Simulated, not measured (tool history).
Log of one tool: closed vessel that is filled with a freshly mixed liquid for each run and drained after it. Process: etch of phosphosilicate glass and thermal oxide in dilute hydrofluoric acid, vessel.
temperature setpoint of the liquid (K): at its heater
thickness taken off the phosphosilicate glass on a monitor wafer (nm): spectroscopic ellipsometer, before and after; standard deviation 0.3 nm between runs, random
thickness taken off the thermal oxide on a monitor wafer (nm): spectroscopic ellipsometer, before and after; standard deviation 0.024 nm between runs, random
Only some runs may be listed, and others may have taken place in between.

| run | hour | temperature setpoint of the liquid (K) | parts of water to one part of 49 % hydrofluoric acid (parts by volume) | time in the liquid (s) | thickness taken off the phosphosilicate glass on a monitor wafer (nm) | thickness taken off the thermal oxide on a monitor wafer (nm) |
|---|---|---|---|---|---|---|
| 1 | 0.0 | 298.15 | 65 | 60 | 67.245 | 4.4894 |
| 2 | 5.1 | 298.15 | 45 | 60 | 99.208 | 6.6208 |
| 3 | 14.3 | 297.15 | 50 | 60 | 86.089 | 5.6878 |
| 4 | 19.3 | 297.15 | 50 | 70 | 100.280 | 6.6039 |
| 5 | 21.9 | 297.15 | 70 | 70 | 70.192 | 4.5985 |
| 6 | 22.9 | 297.15 | 70 | 60 | 59.004 | 3.8813 |
| 7 | 27.2 | 296.65 | 70 | 60 | 58.111 | 3.8182 |
| 8 | 31.6 | 296.15 | 70 | 60 | 57.796 | 3.8363 |

What does the tool deliver on the next run?
| 9 | 37.6 | 295.65 | 70 | 60 | ? | ? |

{"run 9": {"thickness taken off the phosphosilicate glass on a monitor wafer (nm)": 56.98, "thickness taken off the thermal oxide on a monitor wafer (nm)": 3.7126}}
